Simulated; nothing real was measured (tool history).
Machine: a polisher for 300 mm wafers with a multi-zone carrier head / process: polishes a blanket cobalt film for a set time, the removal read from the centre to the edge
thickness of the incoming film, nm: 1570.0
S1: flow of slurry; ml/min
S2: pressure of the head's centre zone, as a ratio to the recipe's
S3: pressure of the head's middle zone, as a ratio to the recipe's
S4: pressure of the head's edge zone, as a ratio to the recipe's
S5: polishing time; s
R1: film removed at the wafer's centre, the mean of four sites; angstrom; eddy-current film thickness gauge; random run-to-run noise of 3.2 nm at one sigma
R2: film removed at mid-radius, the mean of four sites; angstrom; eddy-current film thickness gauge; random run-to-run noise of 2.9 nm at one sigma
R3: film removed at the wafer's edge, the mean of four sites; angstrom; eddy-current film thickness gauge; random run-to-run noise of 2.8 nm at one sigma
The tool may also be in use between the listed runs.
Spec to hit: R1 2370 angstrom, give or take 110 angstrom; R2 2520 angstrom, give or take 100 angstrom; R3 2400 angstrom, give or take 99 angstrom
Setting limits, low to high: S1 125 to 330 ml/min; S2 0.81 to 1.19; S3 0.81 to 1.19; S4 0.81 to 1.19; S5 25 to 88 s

| run | hour | S1 | S2 | S3 | S4 | S5 | R1 | R2 | R3 |
|---|---|---|---|---|---|---|---|---|---|
| 1 | 0 | 210 | 1 | 1 | 1 | 56 | 1816.6 | 1831.7 | 1922 |
| 2 | 4.6 | 210 | 1 | 1 | 0.95 | 56 | 1862.5 | 1870.4 | 1823 |
| 3 | 6 | 210 | 1 | 1.07 | 0.95 | 56 | 1844.3 | 1936.3 | 1856.1 |
| 4 | 12.3 | 215 | 1.01 | 1.08 | 0.96 | 57 | 1911.3 | 2023 | 1912.1 |
| 5 | 17.1 | 170 | 1.01 | 1.08 | 0.96 | 57 | 1818.9 | 1893 | 1846.1 |
| 6 | 19.3 | 185 | 1.02 | 1.09 | 0.97 | 58 | 1859.4 | 2010.4 | 1887.3 |
| 7 | 21.8 | 195 | 1.03 | 1.09 | 0.98 | 59 | 1936.5 | 2104.9 | 1966.9 |
| 8 | 25.7 | 205 | 1.04 | 1.08 | 0.99 | 60 | 2030.1 | 2129.9 | 2033.1 |
| 9 | 33.3 | 215 | 1.05 | 1.08 | 1 | 60 | 2064.2 | 2118.5 | 2010.8 |
| 10 | 40.5 | 220 | 1.05 | 1.08 | 1.01 | 61 | 2168.7 | 2211.5 | 2053.2 |
| 11 | 41.5 | 225 | 1.04 | 1.08 | 1.03 | 62 | 2131.4 | 2201.6 | 2153.8 |

Exactly one of the 5 candidate moves below puts every result within its allowed miss. Which one?
| A | 42.5 | 220 | 0.82 | 1.19 | 0.86 | 62 | ? | ? | ? |
| B | 42.5 | 310 | 0.99 | 1.05 | 0.98 | 70 | ? | ? | ? |
| C | 42.5 | 230 | 1.05 | 1.12 | 1 | 75 | ? | ? | ? |
| D | 42.5 | 230 | 1.02 | 0.96 | 1.13 | 70 | ? | ? | ? |
| E | 42.5 | 220 | 1.05 | 0.9 | 1.03 | 56 | ? | ? | ? |

| move | R1 | R2 | R3 |
|---|---|---|---|
| A | 1717.3 | 2365.4 | 1974.2 |
| B | 2408.4 | 2495.8 | 2446.6 |
| C | 2624.2 | 2729 | 2576.3 |
| D | 2381.6 | 2234.5 | 2560.8 |
| E | 1942.9 | 1683.4 | 1948.1 |
A: lands further from the targets than the last run did
B: each result inside its tolerance
C: the result that was furthest off in the last run now lies on the other side of its target
D: nearer the targets than the last run, but a result is still out of spec
E: lands further from the targets than the last run did
Answer: B

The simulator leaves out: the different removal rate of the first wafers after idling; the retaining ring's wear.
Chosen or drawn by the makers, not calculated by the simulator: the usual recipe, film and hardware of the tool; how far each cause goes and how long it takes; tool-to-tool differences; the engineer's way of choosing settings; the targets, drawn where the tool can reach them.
